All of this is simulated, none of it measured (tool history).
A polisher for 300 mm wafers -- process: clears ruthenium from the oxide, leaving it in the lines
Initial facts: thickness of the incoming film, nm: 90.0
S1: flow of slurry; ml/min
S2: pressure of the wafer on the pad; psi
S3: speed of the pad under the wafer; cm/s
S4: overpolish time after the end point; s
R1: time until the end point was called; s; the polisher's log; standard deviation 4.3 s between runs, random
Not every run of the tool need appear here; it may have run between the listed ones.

Run 1, hour 0.0: S1 145 ml/min, S2 1.7 psi, S3 78 cm/s, S4 42 s. Result: R1 145.86 s.
Run 2, hour 5.6: S1 145 ml/min, S2 1.9 psi, S3 78 cm/s, S4 42 s. Result: R1 129.32 s.
Run 3, hour 11.1: S1 145 ml/min, S2 1.9 psi, S3 78 cm/s, S4 45 s. Result: R1 134.21 s.
Run 4, hour 18.8: S1 145 ml/min, S2 1.9 psi, S3 96 cm/s, S4 45 s. Result: R1 112.03 s.
Run 5, hour 23.1: S1 145 ml/min, S2 1.7 psi, S3 96 cm/s, S4 45 s. Result: R1 120.18 s.
Run 6, hour 32.1: S1 145 ml/min, S2 1.6 psi, S3 92 cm/s, S4 45 s. Result: R1 129.64 s.
Run 7, hour 40.9: S1 145 ml/min, S2 1.5 psi, S3 86 cm/s, S4 45 s. Result: R1 148.47 s.
Run 8, hour 43.5: S1 145 ml/min, S2 1.5 psi, S3 86 cm/s, S4 45 s. Result: R1 150.54 s.

Run 9 is up next; what results do you expect?
Run 9, hour 44.5: S1 145 ml/min, S2 1.4 psi, S3 84 cm/s, S4 45 s. Result: R1 ?.

Run 9 measured R1 163.13 s.

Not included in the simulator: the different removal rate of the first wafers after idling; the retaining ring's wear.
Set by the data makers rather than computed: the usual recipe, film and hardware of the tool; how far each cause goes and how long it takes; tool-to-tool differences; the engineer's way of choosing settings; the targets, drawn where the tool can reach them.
